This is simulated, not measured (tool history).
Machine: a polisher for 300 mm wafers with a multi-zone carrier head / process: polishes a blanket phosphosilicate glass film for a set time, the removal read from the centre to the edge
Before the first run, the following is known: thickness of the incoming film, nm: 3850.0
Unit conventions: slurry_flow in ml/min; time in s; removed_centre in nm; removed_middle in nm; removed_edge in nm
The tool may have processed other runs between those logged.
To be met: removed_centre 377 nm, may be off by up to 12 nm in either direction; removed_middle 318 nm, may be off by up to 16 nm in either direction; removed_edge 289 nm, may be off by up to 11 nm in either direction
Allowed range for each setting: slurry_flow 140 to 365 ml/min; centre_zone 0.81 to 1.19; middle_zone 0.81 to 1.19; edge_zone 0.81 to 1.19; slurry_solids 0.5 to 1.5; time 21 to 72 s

| run | hour | slurry_flow | centre_zone | middle_zone | edge_zone | slurry_solids | time | removed_centre | removed_middle | removed_edge |
|---|---|---|---|---|---|---|---|---|---|---|
| 1 | 0 | 235 | 1 | 1 | 1 | 1 | 46 | 330.17 | 376.43 | 360.17 |
| 2 | 0.6 | 265 | 1.06 | 0.98 | 0.94 | 0.9 | 46 | 341.29 | 363.45 | 344.75 |
| 3 | 3.1 | 265 | 1.06 | 0.98 | 1.02 | 0.9 | 46 | 350.44 | 356.77 | 357.15 |
| 4 | 4.4 | 295 | 1.1 | 0.96 | 0.95 | 0.8 | 46 | 351.75 | 347.44 | 336.24 |
| 5 | 8.2 | 315 | 1.13 | 0.94 | 0.91 | 0.75 | 46 | 345.24 | 329.27 | 318.35 |
| 6 | 14.9 | 315 | 1.13 | 0.94 | 0.86 | 0.75 | 46 | 354.97 | 334.47 | 315.99 |
| 7 | 17.9 | 330 | 1.15 | 0.93 | 0.84 | 0.75 | 46 | 357.9 | 326 | 317.87 |
|  | 23.7 | centre zone pressure recalibrated |
| 8 | 23.7 | 270 | 1.16 | 0.93 | 0.83 | 0.7 | 47 | 400.28 | 332.33 | 302.23 |

Which one of the following 4 next-run settings gets every result inside its allowed miss? There is exactly one.
| A | 29.5 | 365 | 1.11 | 0.89 | 0.89 | 0.85 | 43 | ? | ? | ? |
| B | 29.5 | 290 | 1.17 | 0.96 | 0.81 | 0.65 | 45 | ? | ? | ? |
| C | 29.5 | 180 | 1.18 | 1.14 | 0.81 | 0.55 | 49 | ? | ? | ? |
| D | 29.5 | 305 | 1.19 | 0.96 | 0.88 | 0.9 | 44 | ? | ? | ? |

| move | removed_centre | removed_middle | removed_edge |
|---|---|---|---|
| A | 382.79 | 310.93 | 315.98 |
| B | 377.65 | 310.32 | 285.11 |
| C | 364.65 | 345.95 | 278.78 |
| D | 420.69 | 339.6 | 323.39 |
A: the furthest-off result lands on target, but another misses its tolerance
B: meets every target
C: carries the result that was furthest off beyond its target, to the other side
D: its largest miss is bigger than the last run's
Answer: B

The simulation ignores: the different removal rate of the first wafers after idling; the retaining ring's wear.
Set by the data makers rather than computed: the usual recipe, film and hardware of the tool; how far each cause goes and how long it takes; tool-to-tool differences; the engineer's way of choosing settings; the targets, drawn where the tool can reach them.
